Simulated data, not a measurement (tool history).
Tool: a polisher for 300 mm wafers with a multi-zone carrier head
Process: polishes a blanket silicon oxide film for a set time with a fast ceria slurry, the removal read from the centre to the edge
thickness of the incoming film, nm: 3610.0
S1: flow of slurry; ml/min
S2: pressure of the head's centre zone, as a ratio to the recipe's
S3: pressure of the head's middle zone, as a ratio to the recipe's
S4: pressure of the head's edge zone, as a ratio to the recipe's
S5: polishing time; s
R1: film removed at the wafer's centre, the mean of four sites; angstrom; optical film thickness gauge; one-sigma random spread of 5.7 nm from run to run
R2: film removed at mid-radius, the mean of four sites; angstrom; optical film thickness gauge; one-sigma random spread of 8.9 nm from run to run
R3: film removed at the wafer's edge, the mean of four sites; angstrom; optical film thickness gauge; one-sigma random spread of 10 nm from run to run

run 1 hour=0 | S1=225 S2=1 S3=1 S4=1 S5=69 | R1=11670 R2=12026 R3=11525
run 2 hour=4.9 | S1=225 S2=1 S3=1 S4=1.06 S5=69 | R1=11643 R2=11781 R3=11870
run 3 hour=12.9 | S1=220 S2=0.97 S3=0.98 S4=1.04 S5=63 | R1=10234 R2=10977 R3=10744
run 4 hour=19.5 | S1=215 S2=0.96 S3=0.95 S4=1.05 S5=57 | R1=9287.9 R2=9593.5 R3=10012
run 5 hour=23.6 | S1=215 S2=0.96 S3=0.95 S4=0.99 S5=57 | R1=9179.8 R2=9455.9 R3=9705
run 6 hour=29.9 | S1=215 S2=0.96 S3=0.95 S4=1.05 S5=57 | R1=9289.7 R2=9520.1 R3=9930.1
run 7 hour=34.7 | S1=210 S2=0.94 S3=0.94 S4=1.03 S5=53 | R1=8383.9 R2=8792.2 R3=9155.8
run 8 hour=41 | S1=205 S2=0.92 S3=0.93 S4=1 S5=51 | R1=7981.9 R2=8429.5 R3=8477.8
run 9 hour=50 | S1=200 S2=0.9 S3=0.91 S4=1 S5=50 | R1=7484.3 R2=8074.6 R3=8443.6
run 10 hour=56.6 | S1=195 S2=0.89 S3=0.9 S4=0.98 S5=49 | R1=7273 R2=7783.7 R3=8114

The next listed run, before its measurement:
run 11 hour=62 | S1=165 S2=0.81 S3=0.84 S4=0.91 S5=47 | R1=? R2=? R3=?

For run 11 the tool returned R1 6139.5 angstrom, R2 6767.1 angstrom, R3 7647.7 angstrom.
